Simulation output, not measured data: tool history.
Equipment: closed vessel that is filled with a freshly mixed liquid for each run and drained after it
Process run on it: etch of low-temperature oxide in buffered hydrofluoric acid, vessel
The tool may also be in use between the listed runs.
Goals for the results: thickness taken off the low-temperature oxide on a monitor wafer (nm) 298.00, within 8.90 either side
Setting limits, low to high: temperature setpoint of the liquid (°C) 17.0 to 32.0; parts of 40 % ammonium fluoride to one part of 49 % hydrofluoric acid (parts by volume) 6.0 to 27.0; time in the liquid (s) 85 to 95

| run | hour | temperature setpoint of the liquid (°C) | parts of 40 % ammonium fluoride to one part of 49 % hydrofluoric acid (parts by volume) | time in the liquid (s) | thickness taken off the low-temperature oxide on a monitor wafer (nm) |
|---|---|---|---|---|---|
| 1 | 0.0 | 24.0 | 16.5 | 85 | 178.16 |
| 2 | 8.6 | 24.0 | 12.5 | 85 | 232.35 |
| 3 | 14.3 | 26.5 | 12.5 | 85 | 264.75 |
| 4 | 15.2 | 27.0 | 12.5 | 85 | 271.71 |
| 5 | 19.5 | 27.0 | 12.5 | 85 | 273.00 |
|  | 21.5 | thermometer replaced |
| 6 | 21.5 | 28.0 | 12.5 | 85 | 260.03 |
| 7 | 28.8 | 28.5 | 12.5 | 85 | 265.71 |
| 8 | 36.5 | 29.0 | 12.5 | 85 | 272.88 |
| 9 | 41.9 | 29.5 | 12.5 | 85 | 279.60 |

Which one of the following 4 next-run settings gets every result inside its allowed miss? There is exactly one.
| A | 47.3 | 25.0 | 11.5 | 90 | ? |
| B | 47.3 | 28.0 | 13.0 | 85 | ? |
| C | 47.3 | 31.0 | 12.5 | 90 | ? |
| D | 47.3 | 30.5 | 14.0 | 95 | ? |

| move | thickness taken off the low-temperature oxide on a monitor wafer (nm) |
|---|---|
| A | 252.08 |
| B | 248.10 |
| C | 319.69 |
| D | 294.27 |
A: lands further from the targets than the last run did
B: lands further from the targets than the last run did
C: moves the result that the last run missed by most past its target, out the other side
D: in spec on every target
Answer: D
